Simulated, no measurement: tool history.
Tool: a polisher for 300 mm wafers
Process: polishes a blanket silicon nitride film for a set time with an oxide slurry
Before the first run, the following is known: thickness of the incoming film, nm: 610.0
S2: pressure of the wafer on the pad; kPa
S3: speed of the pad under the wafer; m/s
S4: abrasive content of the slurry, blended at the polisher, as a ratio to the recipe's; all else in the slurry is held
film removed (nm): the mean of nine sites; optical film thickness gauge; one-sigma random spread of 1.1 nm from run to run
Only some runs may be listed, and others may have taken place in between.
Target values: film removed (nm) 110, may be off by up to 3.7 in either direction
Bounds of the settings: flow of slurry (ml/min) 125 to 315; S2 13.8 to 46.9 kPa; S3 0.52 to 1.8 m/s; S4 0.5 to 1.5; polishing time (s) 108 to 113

Run 1, hour 0: flow of slurry (ml/min) 205, S2 30.3 kPa, S3 1.16 m/s, S4 1, polishing time (s) 108. Result: film removed (nm) 76.151.
Run 2, hour 1.5: flow of slurry (ml/min) 205, S2 30.3 kPa, S3 1.16 m/s, S4 1.1, polishing time (s) 108. Result: film removed (nm) 79.907.
Run 3, hour 8.7: flow of slurry (ml/min) 205, S2 31.7 kPa, S3 1.16 m/s, S4 1.1, polishing time (s) 108. Result: film removed (nm) 83.082.
Run 4, hour 11.7: flow of slurry (ml/min) 205, S2 33.1 kPa, S3 1.16 m/s, S4 1.1, polishing time (s) 108. Result: film removed (nm) 85.223.
Run 5, hour 18.7: flow of slurry (ml/min) 245, S2 33.1 kPa, S3 1.16 m/s, S4 1.1, polishing time (s) 108. Result: film removed (nm) 88.269.
Run 6, hour 24.3: flow of slurry (ml/min) 280, S2 33.1 kPa, S3 1.16 m/s, S4 1.1, polishing time (s) 108. Result: film removed (nm) 91.071.
Run 7, hour 32.8: flow of slurry (ml/min) 280, S2 33.8 kPa, S3 1.16 m/s, S4 1.1, polishing time (s) 108. Result: film removed (nm) 93.065.
At hour 35.1: slurry nozzle cleaned.
Run 8, hour 35.1: flow of slurry (ml/min) 280, S2 34.5 kPa, S3 1.16 m/s, S4 1.1, polishing time (s) 108. Result: film removed (nm) 101.83.

Which of these 5 next moves meets every target?
Run A, hour 37.4: flow of slurry (ml/min) 225, S2 26.9 kPa, S3 1.12 m/s, S4 1.5, polishing time (s) 111. Result: film removed (nm) ?.
Run B, hour 37.4: flow of slurry (ml/min) 250, S2 29 kPa, S3 1.24 m/s, S4 1, polishing time (s) 111. Result: film removed (nm) ?.
Run C, hour 37.4: flow of slurry (ml/min) 285, S2 27.6 kPa, S3 1.12 m/s, S4 1.15, polishing time (s) 109. Result: film removed (nm) ?.
Run D, hour 37.4: flow of slurry (ml/min) 295, S2 38.6 kPa, S3 1.24 m/s, S4 1, polishing time (s) 109. Result: film removed (nm) ?.
Run E, hour 37.4: flow of slurry (ml/min) 275, S2 31.7 kPa, S3 1.02 m/s, S4 1.2, polishing time (s) 109. Result: film removed (nm) ?.

move  film removed (nm)
   A             97.819
   B             88.999
   C             88.105
   D             108.82
   E             93.607
A: the biggest miss grows against the last run
B: the biggest miss grows against the last run
C: the biggest miss grows against the last run
D: all results land within tolerance of their targets
E: the biggest miss grows against the last run
Answer: D
